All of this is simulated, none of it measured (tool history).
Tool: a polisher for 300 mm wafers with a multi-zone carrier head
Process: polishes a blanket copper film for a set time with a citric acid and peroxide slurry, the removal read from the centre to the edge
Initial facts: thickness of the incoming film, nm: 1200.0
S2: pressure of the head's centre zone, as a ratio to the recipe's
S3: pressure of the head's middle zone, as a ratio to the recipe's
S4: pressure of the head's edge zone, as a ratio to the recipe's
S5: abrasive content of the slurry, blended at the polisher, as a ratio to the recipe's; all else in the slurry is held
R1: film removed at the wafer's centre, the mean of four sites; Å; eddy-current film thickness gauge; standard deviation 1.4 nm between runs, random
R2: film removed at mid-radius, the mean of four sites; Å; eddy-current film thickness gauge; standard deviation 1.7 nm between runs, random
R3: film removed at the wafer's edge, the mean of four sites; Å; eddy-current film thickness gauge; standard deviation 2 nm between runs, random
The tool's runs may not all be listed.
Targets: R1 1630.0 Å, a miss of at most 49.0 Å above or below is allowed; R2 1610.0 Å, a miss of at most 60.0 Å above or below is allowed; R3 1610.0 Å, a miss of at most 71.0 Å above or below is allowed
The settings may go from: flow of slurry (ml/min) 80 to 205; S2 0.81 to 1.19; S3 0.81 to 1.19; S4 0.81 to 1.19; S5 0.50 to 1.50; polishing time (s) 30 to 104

{"run": 1, "hour": 0.0, "flow of slurry (ml/min)": 135, "S2": 1.0, "S3": 1.0, "S4": 1.0, "S5": 1.0, "polishing time (s)": 67, "R1": 1041.2, "R2": 1027.8, "R3": 1027.4}
{"run": 2, "hour": 7.6, "flow of slurry (ml/min)": 135, "S2": 1.0, "S3": 1.0, "S4": 1.0, "S5": 1.0, "polishing time (s)": 83, "R1": 1293.2, "R2": 1265.4, "R3": 1298.2}
{"run": 3, "hour": 12.8, "flow of slurry (ml/min)": 140, "S2": 1.01, "S3": 1.02, "S4": 1.02, "S5": 1.05, "polishing time (s)": 83, "R1": 1299.1, "R2": 1348.7, "R3": 1322.3}
{"run": 4, "hour": 16.7, "flow of slurry (ml/min)": 140, "S2": 1.01, "S3": 1.02, "S4": 1.02, "S5": 1.25, "polishing time (s)": 83, "R1": 1356.3, "R2": 1371.3, "R3": 1370.8}
{"hour": 21.2, "done": "worn pad replaced by a new one"}
{"run": 5, "hour": 21.2, "flow of slurry (ml/min)": 140, "S2": 1.01, "S3": 1.02, "S4": 1.02, "S5": 1.25, "polishing time (s)": 69, "R1": 1263.0, "R2": 1269.8, "R3": 1257.1}
{"run": 6, "hour": 27.7, "flow of slurry (ml/min)": 140, "S2": 1.01, "S3": 1.02, "S4": 1.02, "S5": 1.25, "polishing time (s)": 83, "R1": 1515.2, "R2": 1509.6, "R3": 1488.6}
{"run": 7, "hour": 30.4, "flow of slurry (ml/min)": 145, "S2": 1.01, "S3": 1.02, "S4": 1.03, "S5": 1.25, "polishing time (s)": 83, "R1": 1505.1, "R2": 1551.6, "R3": 1521.5}
{"run": 8, "hour": 34.6, "flow of slurry (ml/min)": 170, "S2": 1.06, "S3": 0.99, "S4": 1.06, "S5": 1.3, "polishing time (s)": 83, "R1": 1614.2, "R2": 1533.1, "R3": 1594.7}

Which of these 5 next moves meets every target?
{"run": "A", "hour": 38.8, "flow of slurry (ml/min)": 160, "S2": 1.12, "S3": 0.91, "S4": 1.04, "S5": 1.2, "polishing time (s)": 84, "R1": "?", "R2": "?", "R3": "?"}
{"run": "B", "hour": 38.8, "flow of slurry (ml/min)": 175, "S2": 1.14, "S3": 0.96, "S4": 0.95, "S5": 1.25, "polishing time (s)": 82, "R1": "?", "R2": "?", "R3": "?"}
{"run": "C", "hour": 38.8, "flow of slurry (ml/min)": 170, "S2": 1.08, "S3": 1.06, "S4": 1.03, "S5": 1.2, "polishing time (s)": 80, "R1": "?", "R2": "?", "R3": "?"}
{"run": "D", "hour": 38.8, "flow of slurry (ml/min)": 180, "S2": 1.05, "S3": 1.04, "S4": 1.1, "S5": 1.5, "polishing time (s)": 80, "R1": "?", "R2": "?", "R3": "?"}
{"run": "E", "hour": 38.8, "flow of slurry (ml/min)": 175, "S2": 1.09, "S3": 0.95, "S4": 1.17, "S5": 1.05, "polishing time (s)": 83, "R1": "?", "R2": "?", "R3": "?"}

move=A R1=1681.3 R2=1401.2 R3=1563.2
move=B R1=1703.0 R2=1464.2 R3=1487.7
move=C R1=1586.3 R2=1534.6 R3=1490.8
move=D R1=1639.4 R2=1586.6 R3=1614.7
move=E R1=1626.5 R2=1426.1 R3=1621.3
A: further off than the last run
B: further off than the last run
C: further off than the last run
D: each result inside its tolerance
E: further off than the last run
D is the move that brings every result within its allowed miss.
